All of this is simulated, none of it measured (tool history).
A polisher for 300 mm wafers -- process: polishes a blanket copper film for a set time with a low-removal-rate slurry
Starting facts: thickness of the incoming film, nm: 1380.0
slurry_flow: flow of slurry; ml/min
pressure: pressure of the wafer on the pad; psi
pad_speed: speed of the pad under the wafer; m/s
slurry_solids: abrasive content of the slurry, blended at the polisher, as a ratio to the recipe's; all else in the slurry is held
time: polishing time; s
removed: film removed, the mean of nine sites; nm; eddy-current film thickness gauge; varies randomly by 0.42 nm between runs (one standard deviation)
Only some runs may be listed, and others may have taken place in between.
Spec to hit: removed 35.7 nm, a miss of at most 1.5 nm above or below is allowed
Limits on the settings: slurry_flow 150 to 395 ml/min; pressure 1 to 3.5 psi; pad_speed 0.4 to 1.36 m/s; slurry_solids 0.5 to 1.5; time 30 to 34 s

Run 1, day 0: slurry_flow 250 ml/min, pressure 2.2 psi, pad_speed 0.88 m/s, slurry_solids 1, time 34 s. Result: removed 72.733 nm.
Run 2, day 0.254: slurry_flow 250 ml/min, pressure 2 psi, pad_speed 0.86 m/s, slurry_solids 1, time 34 s. Result: removed 62.104 nm.
Run 3, day 0.521: slurry_flow 250 ml/min, pressure 2 psi, pad_speed 0.86 m/s, slurry_solids 1, time 34 s. Result: removed 64.107 nm.
Run 4, day 0.575: slurry_flow 250 ml/min, pressure 2 psi, pad_speed 0.86 m/s, slurry_solids 0.85, time 34 s. Result: removed 62.062 nm.
Run 5, day 0.842: slurry_flow 250 ml/min, pressure 1.8 psi, pad_speed 0.86 m/s, slurry_solids 0.85, time 34 s. Result: removed 55.248 nm.
Run 6, day 1.021: slurry_flow 250 ml/min, pressure 1.7 psi, pad_speed 0.86 m/s, slurry_solids 0.85, time 34 s. Result: removed 51.913 nm.
Run 7, day 1.2: slurry_flow 250 ml/min, pressure 1.6 psi, pad_speed 0.86 m/s, slurry_solids 0.85, time 34 s. Result: removed 49.921 nm.
Run 8, day 1.346: slurry_flow 250 ml/min, pressure 1.5 psi, pad_speed 0.86 m/s, slurry_solids 0.85, time 34 s. Result: removed 46.533 nm.
Run 9, day 1.654: slurry_flow 250 ml/min, pressure 1.4 psi, pad_speed 0.86 m/s, slurry_solids 0.85, time 34 s. Result: removed 43.545 nm.
Run 10, day 2.008: slurry_flow 250 ml/min, pressure 1.3 psi, pad_speed 0.86 m/s, slurry_solids 0.85, time 34 s. Result: removed 40.063 nm.
Run 11, day 2.317: slurry_flow 250 ml/min, pressure 1.2 psi, pad_speed 0.86 m/s, slurry_solids 0.85, time 34 s. Result: removed 38.447 nm.
Run 12, day 2.5: slurry_flow 250 ml/min, pressure 1 psi, pad_speed 0.86 m/s, slurry_solids 0.85, time 34 s. Result: removed 32.105 nm.

Next run, 5 choices. One meets every target within its allowed miss, the rest don't. Which?
Run A, day 2.683: slurry_flow 295 ml/min, pressure 1.4 psi, pad_speed 0.72 m/s, slurry_solids 0.85, time 33 s. Result: removed ?.
Run B, day 2.683: slurry_flow 215 ml/min, pressure 1 psi, pad_speed 0.86 m/s, slurry_solids 0.95, time 34 s. Result: removed ?.
Run C, day 2.683: slurry_flow 305 ml/min, pressure 1.1 psi, pad_speed 0.98 m/s, slurry_solids 0.8, time 34 s. Result: removed ?.
Run D, day 2.683: slurry_flow 245 ml/min, pressure 1.1 psi, pad_speed 0.84 m/s, slurry_solids 0.85, time 33 s. Result: removed ?.
Run E, day 2.683: slurry_flow 300 ml/min, pressure 1 psi, pad_speed 0.82 m/s, slurry_solids 0.95, time 34 s. Result: removed ?.

move  removed
   A   35.711
   B    31.51
   C   38.997
   D   32.335
   E   31.241
A: meets every target
B: lands further from the targets than the last run did
C: moves the result that the last run missed by most past its target, out the other side
D: better than the last run, though not everything is in spec
E: lands further from the targets than the last run did
A meets every target.

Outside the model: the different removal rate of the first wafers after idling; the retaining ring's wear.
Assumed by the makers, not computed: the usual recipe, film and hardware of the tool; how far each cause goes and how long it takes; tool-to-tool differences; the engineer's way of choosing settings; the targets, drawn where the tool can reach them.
